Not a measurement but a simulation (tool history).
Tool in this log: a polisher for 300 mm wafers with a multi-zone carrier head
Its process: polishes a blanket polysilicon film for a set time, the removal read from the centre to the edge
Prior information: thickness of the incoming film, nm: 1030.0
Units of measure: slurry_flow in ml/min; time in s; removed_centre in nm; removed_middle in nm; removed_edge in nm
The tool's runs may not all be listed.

Run 1, day 0.000: slurry_flow 190 ml/min, centre_zone 1.00, middle_zone 1.00, edge_zone 1.00, time 48 s. Result: removed_centre 276.33 nm, removed_middle 265.77 nm, removed_edge 276.28 nm.
Run 2, day 0.217: slurry_flow 185 ml/min, centre_zone 1.01, middle_zone 0.99, edge_zone 0.98, time 48 s. Result: removed_centre 279.31 nm, removed_middle 266.94 nm, removed_edge 272.90 nm.
Run 3, day 0.338: slurry_flow 230 ml/min, centre_zone 1.01, middle_zone 0.99, edge_zone 0.98, time 48 s. Result: removed_centre 289.20 nm, removed_middle 281.84 nm, removed_edge 278.24 nm.
Run 4, day 0.704: slurry_flow 230 ml/min, centre_zone 1.01, middle_zone 0.99, edge_zone 0.94, time 48 s. Result: removed_centre 290.45 nm, removed_middle 280.12 nm, removed_edge 274.46 nm.
Run 5, day 0.742: slurry_flow 230 ml/min, centre_zone 1.01, middle_zone 1.05, edge_zone 0.94, time 48 s. Result: removed_centre 292.35 nm, removed_middle 292.24 nm, removed_edge 278.56 nm.
Run 6, day 0.800: slurry_flow 185 ml/min, centre_zone 1.01, middle_zone 1.05, edge_zone 0.94, time 48 s. Result: removed_centre 282.01 nm, removed_middle 282.04 nm, removed_edge 271.54 nm.
Run 7, day 0.975: slurry_flow 150 ml/min, centre_zone 1.06, middle_zone 0.95, edge_zone 0.84, time 43 s. Result: removed_centre 252.68 nm, removed_middle 219.41 nm, removed_edge 219.73 nm.
Run 8, day 1.104: slurry_flow 155 ml/min, centre_zone 1.06, middle_zone 0.95, edge_zone 0.85, time 43 s. Result: removed_centre 258.38 nm, removed_middle 225.67 nm, removed_edge 222.77 nm.

Run 9, settings as shown, results not yet in. Your forecast:
Run 9, day 1.325: slurry_flow 155 ml/min, centre_zone 1.06, middle_zone 0.95, edge_zone 0.85, time 43 s. Result: removed_centre ?, removed_middle ?, removed_edge ?.

Run 9 measured removed_centre 253.03 nm, removed_middle 221.18 nm, removed_edge 223.63 nm.

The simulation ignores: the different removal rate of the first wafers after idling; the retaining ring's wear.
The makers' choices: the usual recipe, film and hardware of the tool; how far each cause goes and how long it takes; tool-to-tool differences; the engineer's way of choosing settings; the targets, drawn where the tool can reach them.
